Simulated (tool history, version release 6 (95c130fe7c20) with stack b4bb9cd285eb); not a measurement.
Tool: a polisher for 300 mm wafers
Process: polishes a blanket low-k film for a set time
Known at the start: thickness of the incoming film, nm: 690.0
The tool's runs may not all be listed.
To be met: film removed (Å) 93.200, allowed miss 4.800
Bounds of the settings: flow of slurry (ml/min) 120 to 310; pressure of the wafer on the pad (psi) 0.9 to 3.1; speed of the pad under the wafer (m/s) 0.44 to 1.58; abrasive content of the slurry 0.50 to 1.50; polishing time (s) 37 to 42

run,hour,flow of slurry (ml/min),pressure of the wafer on the pad (psi),speed of the pad under the wafer (m/s),abrasive content of the slurry,polishing time (s),film removed (Å)
1,0.0,200,2.0,1.00,1.00,42,171.590
2,2.2,220,2.0,1.00,1.00,42,166.970
3,8.8,220,2.0,1.00,1.00,37,151.820
4,11.7,220,1.8,0.98,1.00,37,133.550
5,20.0,220,1.8,0.98,1.00,42,151.190
6,28.9,220,1.8,0.74,1.00,42,120.080
7,37.9,220,1.7,0.74,1.00,42,112.520
8,40.4,220,1.6,0.74,1.00,42,106.050
9,45.1,220,1.5,0.74,1.00,42,102.720

Which of these 4 next moves meets every target?
A,49.8,245,1.5,0.76,1.05,40,?
B,49.8,245,1.2,0.82,1.05,38,?
C,49.8,235,1.5,0.88,1.10,42,?
D,49.8,155,1.7,0.66,0.85,42,?

move,film removed (Å)
A,104.970
B,85.613
C,125.780
D,95.060
A: further off than the last run
B: takes the result that was furthest off past its target
C: further off than the last run
D: meets every target
Answer: D
